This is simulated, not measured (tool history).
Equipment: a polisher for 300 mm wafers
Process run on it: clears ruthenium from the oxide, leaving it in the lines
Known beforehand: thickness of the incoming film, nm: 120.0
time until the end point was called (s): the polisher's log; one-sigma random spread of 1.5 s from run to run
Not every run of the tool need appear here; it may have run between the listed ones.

run	hour	flow of slurry (ml/min)	pressure of the wafer on the pad (kPa)	speed of the pad under the wafer (cm/s)	overpolish time after the end point (s)	time until the end point was called (s)
1	0	225	11.7	100	42	163.97
2	6.9	225	12.4	100	42	155.22
3	9.8	225	12.4	86	42	170.36
4	17.9	225	12.4	64	42	216.55
5	22.5	225	12.4	64	42	214.36
6	25.7	270	12.4	64	42	211.96
7	29.9	270	13.8	64	42	189.03
8	30.9	270	15.2	64	42	173.99
9	35.2	270	15.9	66	42	169.61
10	41.9	270	15.9	66	42	163.25
11	43	270	16.5	68	42	156.46
12	47.8	270	17.2	70	42	148.73
13	50.6	270	17.9	72	42	143.23
# hour 53.2: worn pad replaced by a new one
14	53.2	275	18.6	82	42	109.45

What will run 15 give?
15	58.1	260	18.6	82	42	?

{"run 15": {"time until the end point was called (s)": 112.89}}

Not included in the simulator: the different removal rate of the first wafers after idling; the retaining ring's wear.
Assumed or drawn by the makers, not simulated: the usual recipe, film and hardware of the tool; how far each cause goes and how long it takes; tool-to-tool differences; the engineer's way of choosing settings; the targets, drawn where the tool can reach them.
